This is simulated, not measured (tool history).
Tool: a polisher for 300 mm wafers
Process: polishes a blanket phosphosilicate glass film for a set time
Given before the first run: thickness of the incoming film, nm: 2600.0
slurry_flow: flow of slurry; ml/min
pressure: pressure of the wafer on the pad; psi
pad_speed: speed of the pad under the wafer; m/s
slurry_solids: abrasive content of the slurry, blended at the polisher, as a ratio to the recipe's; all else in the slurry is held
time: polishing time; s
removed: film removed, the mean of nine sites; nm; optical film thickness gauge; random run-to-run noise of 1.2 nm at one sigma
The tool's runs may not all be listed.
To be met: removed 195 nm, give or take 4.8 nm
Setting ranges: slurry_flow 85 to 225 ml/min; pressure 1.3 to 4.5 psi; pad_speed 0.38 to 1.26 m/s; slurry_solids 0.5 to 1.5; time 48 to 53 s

run    day  slurry_flow  pressure  pad_speed  slurry_solids  time  removed
  1      0          145       2.9       0.82              1    53   363.31
  2  0.133          140       2.5       0.82              1    53    311.4
  3  0.417          135       2.2       0.82              1    53   271.93
  4  0.621          135       2.2        0.9              1    53   294.03
  5  0.675          170       2.2        0.9              1    53   305.54
  6  0.817          165         2       0.88              1    53   274.24
  7  0.996          160       1.8       0.88              1    53   250.18
  8  1.042          155       1.7       0.88              1    53   236.91
  9  1.142          150       1.6       0.88              1    53   219.24
 10    1.5          140       1.6       0.88              1    53   218.98
 11  1.838          130       1.6       0.88              1    53   211.77
 12  2.146          125       1.6       0.88              1    53   214.84
 13  2.221          120       1.6       0.88              1    53   211.86
 14  2.579          115       1.6       0.88              1    53   208.05
 15  2.654          110       1.6       0.88              1    53   205.39
 16      3          105       1.6       0.88              1    53   202.21
 17  3.258          100       1.6       0.88              1    53   201.65
 18  3.288           90       1.5       0.88              1    53   181.61
 19  3.604           95       1.5       0.88              1    53   185.37
 20  3.804          120       1.6       0.88              1    53   210.72
 21  3.954          115       1.6       0.88              1    53   210.28

Pick the move, out of 4, that brings all results within their allowed miss; only one does.
  A  4.104           90       1.4       1.26            0.9    50        ?
  B  4.104          135         2       0.82           0.95    51        ?
  C  4.104           85       2.3       0.92           0.85    49        ?
  D  4.104          170       1.7       0.86           1.05    49        ?

move  removed
   A   195.76
   B   235.13
   C   227.79
   D   222.61
A: all results land within tolerance of their targets
B: the biggest miss grows against the last run
C: the biggest miss grows against the last run
D: the biggest miss grows against the last run
Answer: A
